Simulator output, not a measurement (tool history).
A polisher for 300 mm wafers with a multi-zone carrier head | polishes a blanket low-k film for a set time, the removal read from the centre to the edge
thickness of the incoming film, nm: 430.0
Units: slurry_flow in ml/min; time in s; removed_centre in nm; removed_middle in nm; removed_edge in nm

run	hour	slurry_flow	centre_zone	middle_zone	edge_zone	slurry_solids	time	removed_centre	removed_middle	removed_edge
1	0.0	200	1.00	1.00	1.00	1.00	88	18.572	19.110	19.036
2	8.4	200	1.04	1.00	1.00	1.00	88	19.475	19.102	19.279
3	14.4	205	1.06	1.00	1.01	1.05	88	20.337	19.961	19.627
4	15.2	205	1.08	0.98	1.03	1.10	89	21.207	20.457	20.327
5	17.0	200	1.09	0.96	1.03	1.15	91	22.423	20.496	21.204
6	19.7	200	1.10	0.95	1.04	1.20	92	23.507	20.992	21.634
7	25.8	200	1.11	0.94	1.05	1.25	93	24.198	21.884	22.712
8	33.9	205	1.12	0.93	1.06	1.30	93	25.077	21.354	23.247
9	41.6	210	1.13	0.93	1.07	1.35	93	25.513	22.708	23.415
10	47.3	210	1.14	0.92	1.07	1.35	94	25.682	22.204	23.522
11	55.8	210	1.14	0.91	1.07	1.35	95	26.291	22.532	24.215
12	61.0	210	1.14	0.91	1.07	1.35	95	26.259	22.535	24.352

Run 13 comes next. What will it give?
13	66.3	210	1.15	0.91	1.07	1.35	95	?	?	?

removed_centre: 26.479 nm
removed_middle: 22.200 nm
removed_edge: 24.491 nm
